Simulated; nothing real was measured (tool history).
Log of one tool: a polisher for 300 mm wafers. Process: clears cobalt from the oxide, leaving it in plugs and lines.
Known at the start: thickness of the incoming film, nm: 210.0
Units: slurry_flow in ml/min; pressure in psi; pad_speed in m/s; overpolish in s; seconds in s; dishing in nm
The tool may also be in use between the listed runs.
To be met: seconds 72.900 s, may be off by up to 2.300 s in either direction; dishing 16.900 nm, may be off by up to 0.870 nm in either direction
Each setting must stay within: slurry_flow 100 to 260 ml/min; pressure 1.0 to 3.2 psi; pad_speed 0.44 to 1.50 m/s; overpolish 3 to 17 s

run  hour  slurry_flow  pressure  pad_speed  overpolish  seconds  dishing
  1   0.0          165       2.1       0.96           9   48.846   33.979
  2   4.0          125       2.1       0.96           9   50.113   33.649
  3   7.5          125       2.1       0.96           6   50.622   23.916
  4  14.4          125       2.0       0.96           6   52.290   23.121
  5  21.7          125       1.7       0.96           6   61.081   19.862
  6  27.5          140       1.7       0.96           6   60.528   19.944
  7  36.2          140       1.6       0.96           6   64.133   18.766
  8  38.4          140       1.5       0.96           6   67.822   17.606

Below are 5 possible settings for the next run. Only one of them brings all results inside the allowed miss of their targets. Which is it?
  A  40.6          115       1.8       0.92           5        ?        ?
  B  40.6          125       1.4       1.06           6        ?        ?
  C  40.6          140       1.7       0.88           6        ?        ?
  D  40.6          120       1.7       0.74           6        ?        ?
  E  40.6          185       1.2       1.16           5        ?        ?

move  seconds  dishing
   A   59.956   16.871
   B   68.052   17.736
   C   63.970   18.733
   D   73.519   16.554
   E   70.476   14.585
A: its largest miss is bigger than the last run's
B: about as far from the targets as the last run
C: its largest miss is bigger than the last run's
D: all results land within tolerance of their targets
E: its largest miss is bigger than the last run's
The move that meets every target is D.
